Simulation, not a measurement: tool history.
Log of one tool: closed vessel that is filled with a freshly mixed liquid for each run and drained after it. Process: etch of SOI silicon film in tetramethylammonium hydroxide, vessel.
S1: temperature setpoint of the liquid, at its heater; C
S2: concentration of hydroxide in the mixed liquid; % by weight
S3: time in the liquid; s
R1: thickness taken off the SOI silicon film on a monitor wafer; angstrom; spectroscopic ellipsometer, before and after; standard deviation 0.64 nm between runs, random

| run | hour | S1 | S2 | S3 | R1 |
|---|---|---|---|---|---|
| 1 | 0 | 66 | 12.5 | 30 | 1548.2 |
| 2 | 8.3 | 68.5 | 12.5 | 30 | 1783.6 |
| 3 | 16.5 | 68.5 | 15.5 | 30 | 1618.2 |
| 4 | 17.6 | 65.5 | 15.5 | 30 | 1341.9 |
| 5 | 24.2 | 63.5 | 15.5 | 30 | 1186.6 |
| 6 | 29.6 | 63.5 | 15.5 | 30 | 1210.8 |
| 7 | 33.7 | 62 | 15.5 | 30 | 1092.6 |
| 8 | 35.1 | 61 | 15.5 | 30 | 1033.4 |

Predict the results of run 9:
| 9 | 42.4 | 60 | 15.5 | 30 | ? |

{"run 9": {"R1": 952.73}}
